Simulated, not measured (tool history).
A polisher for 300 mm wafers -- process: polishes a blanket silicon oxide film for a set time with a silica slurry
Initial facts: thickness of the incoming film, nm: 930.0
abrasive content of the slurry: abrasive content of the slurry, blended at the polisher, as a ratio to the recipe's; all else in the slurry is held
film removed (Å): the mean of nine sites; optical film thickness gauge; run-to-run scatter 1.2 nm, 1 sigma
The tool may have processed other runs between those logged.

run  hour  flow of slurry (ml/min)  pressure of the wafer on the pad (psi)  speed of the pad under the wafer (cm/s)  abrasive content of the slurry  polishing time (s)  film removed (Å)
  1   0.0                      305                                     3.1                                       92                             1.0                  31            556.61
  2   4.8                      305                                     2.6                                       92                             1.0                  31            500.68
  3   5.8                      305                                     3.3                                       96                             1.0                  31            624.99
  4  11.1                      305                                     2.5                                       96                             1.0                  31            492.88
  5  19.0                      305                                     3.2                                       98                             1.0                  31            636.99
  6  27.6                      305                                     3.6                                       98                             1.0                  31            712.26

Run 7, settings as shown, results not yet in. Your forecast:
  7  31.3                      305                                     3.6                                       98                             1.0                  31                 ?

Run 7 gave film removed (Å) 695.06.

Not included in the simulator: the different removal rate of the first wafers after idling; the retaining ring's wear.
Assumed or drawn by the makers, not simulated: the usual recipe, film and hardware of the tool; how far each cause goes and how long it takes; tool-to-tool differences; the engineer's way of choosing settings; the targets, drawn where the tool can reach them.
